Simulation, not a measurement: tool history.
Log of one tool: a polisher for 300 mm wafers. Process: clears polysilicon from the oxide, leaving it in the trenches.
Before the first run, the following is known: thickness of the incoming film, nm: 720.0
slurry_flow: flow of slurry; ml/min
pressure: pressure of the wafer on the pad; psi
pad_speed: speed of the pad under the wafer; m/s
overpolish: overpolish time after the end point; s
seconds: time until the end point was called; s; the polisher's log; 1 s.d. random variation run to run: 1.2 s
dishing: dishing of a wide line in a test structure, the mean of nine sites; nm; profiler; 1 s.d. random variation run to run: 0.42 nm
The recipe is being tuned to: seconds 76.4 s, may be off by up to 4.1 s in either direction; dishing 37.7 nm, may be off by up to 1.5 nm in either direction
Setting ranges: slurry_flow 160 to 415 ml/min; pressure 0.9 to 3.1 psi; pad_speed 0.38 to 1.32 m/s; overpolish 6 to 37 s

| run | hour | slurry_flow | pressure | pad_speed | overpolish | seconds | dishing |
|---|---|---|---|---|---|---|---|
| 1 | 0 | 265 | 2 | 0.84 | 19 | 104.09 | 40.022 |
| 2 | 3.1 | 265 | 1.7 | 0.84 | 19 | 121.78 | 39.17 |
| 3 | 11.8 | 265 | 1.9 | 0.84 | 16 | 106.36 | 38.555 |
| 4 | 15.9 | 290 | 1.9 | 0.84 | 16 | 108.91 | 38.964 |
| 5 | 24.5 | 290 | 1.9 | 0.84 | 10 | 111.07 | 33.764 |
| 6 | 27.3 | 290 | 1.9 | 0.68 | 10 | 133.72 | 30.993 |
| 7 | 29.2 | 290 | 2.1 | 0.7 | 11 | 117.42 | 33.898 |
| 8 | 30.7 | 300 | 2.7 | 0.84 | 6 | 76.816 | 31.23 |
| 9 | 36.2 | 300 | 2.7 | 0.86 | 8 | 74.829 | 35.482 |

Of the 4 settings listed for the next run, only one would bring every result within its allowed miss of target. Which one?
| A | 41.7 | 290 | 2.5 | 0.84 | 21 | ? | ? |
| B | 41.7 | 205 | 2.8 | 0.84 | 6 | ? | ? |
| C | 41.7 | 305 | 2.9 | 0.88 | 6 | ? | ? |
| D | 41.7 | 280 | 2.8 | 0.82 | 10 | ? | ? |

| move | seconds | dishing |
|---|---|---|
| A | 81.513 | 41.491 |
| B | 76.138 | 31.145 |
| C | 67.133 | 32.946 |
| D | 74.919 | 37.752 |
A: takes the result that was furthest off past its target
B: moves away from the targets compared with the last run
C: moves away from the targets compared with the last run
D: all results land within tolerance of their targets
D is the move that brings every result within its allowed miss.
